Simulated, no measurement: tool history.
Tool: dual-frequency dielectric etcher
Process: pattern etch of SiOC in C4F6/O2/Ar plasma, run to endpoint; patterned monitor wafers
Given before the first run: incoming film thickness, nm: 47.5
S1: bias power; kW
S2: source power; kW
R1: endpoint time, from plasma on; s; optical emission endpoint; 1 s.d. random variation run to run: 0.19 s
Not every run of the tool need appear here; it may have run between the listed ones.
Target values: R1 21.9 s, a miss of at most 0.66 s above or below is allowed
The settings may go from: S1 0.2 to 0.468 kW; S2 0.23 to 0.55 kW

run  hour     S1    S2      R1
  1     0  0.334  0.39  18.544
  2   2.7  0.334  0.42  18.242
  3   3.4  0.318  0.41  18.662
  4     7  0.304   0.4  19.219
     11.7  -- source power generator calibrated
  5  11.7  0.284   0.4  19.347
  6    18  0.274  0.39  19.438
  7  22.5  0.263  0.37  20.337
  8  28.3  0.257  0.36  20.521

Pick the move, out of 4, that brings all results within their allowed miss; only one does.
  A  34.1   0.27  0.26   ?
  B  34.1  0.259  0.41   ?
  C  34.1  0.224  0.34   ?
  D  34.1  0.331  0.41   ?

move      R1
   A  23.022
   B  19.366
   C  21.823
   D  17.941
A: carries the result that was furthest off beyond its target, to the other side
B: the biggest miss grows against the last run
C: all results in spec
D: the biggest miss grows against the last run
Go with C: it meets all targets.
